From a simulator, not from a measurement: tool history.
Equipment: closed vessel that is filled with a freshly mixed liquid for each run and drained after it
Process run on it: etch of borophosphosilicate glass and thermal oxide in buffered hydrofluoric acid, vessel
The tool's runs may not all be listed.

run  hour  temperature setpoint of the liquid (°C)  parts of 40 % ammonium fluoride to one part of 49 % hydrofluoric acid (parts by volume)  time in the liquid (s)  thickness taken off the borophosphosilicate glass on a monitor wafer (angstrom)  thickness taken off the thermal oxide on a monitor wafer (angstrom)
  1     0                                       24                                                                                        8                      60                                                                             2121                                                                822.5
  2   5.7                                     26.5                                                                                        8                      60                                                                           2454.5                                                                924.7
  3   9.6                                     27.5                                                                                      7.5                      60                                                                           2762.2                                                               1048.4
  4  17.7                                     27.5                                                                                      7.5                      80                                                                           3702.1                                                               1426.5
  5    27                                     27.5                                                                                      7.5                      65                                                                           3025.3                                                               1152.9
  6    31                                     27.5                                                                                      7.5                      80                                                                           3678.5                                                               1418.1

What will run 7 give?
  7    40                                       27                                                                                      7.5                      80                                                                                ?                                                                    ?

Run 7 came out at thickness taken off the borophosphosilicate glass on a monitor wafer (angstrom) 3581.2, thickness taken off the thermal oxide on a monitor wafer (angstrom) 1388.5.
